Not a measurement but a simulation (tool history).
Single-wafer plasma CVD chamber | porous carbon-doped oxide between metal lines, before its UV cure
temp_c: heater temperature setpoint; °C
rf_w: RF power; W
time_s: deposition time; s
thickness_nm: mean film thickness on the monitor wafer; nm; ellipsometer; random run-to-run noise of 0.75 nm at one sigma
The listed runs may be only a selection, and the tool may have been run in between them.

{"run": 1, "hour": 0.0, "temp_c": 305, "rf_w": 470, "time_s": 60.8, "thickness_nm": 312.49}
{"run": 2, "hour": 5.6, "temp_c": 301, "rf_w": 470, "time_s": 60.8, "thickness_nm": 319.58}
{"run": 3, "hour": 8.7, "temp_c": 301, "rf_w": 470, "time_s": 60.8, "thickness_nm": 319.67}
{"run": 4, "hour": 14.1, "temp_c": 301, "rf_w": 525, "time_s": 60.8, "thickness_nm": 355.59}
{"run": 5, "hour": 16.0, "temp_c": 302, "rf_w": 525, "time_s": 60.8, "thickness_nm": 352.63}
{"run": 6, "hour": 19.2, "temp_c": 302, "rf_w": 490, "time_s": 60.8, "thickness_nm": 329.89}
{"run": 7, "hour": 24.9, "temp_c": 299, "rf_w": 490, "time_s": 60.8, "thickness_nm": 338.72}

What does the tool deliver on the next run?
{"run": 8, "hour": 33.5, "temp_c": 298, "rf_w": 490, "time_s": 60.8, "thickness_nm": "?"}

thickness_nm: 340.07 nm
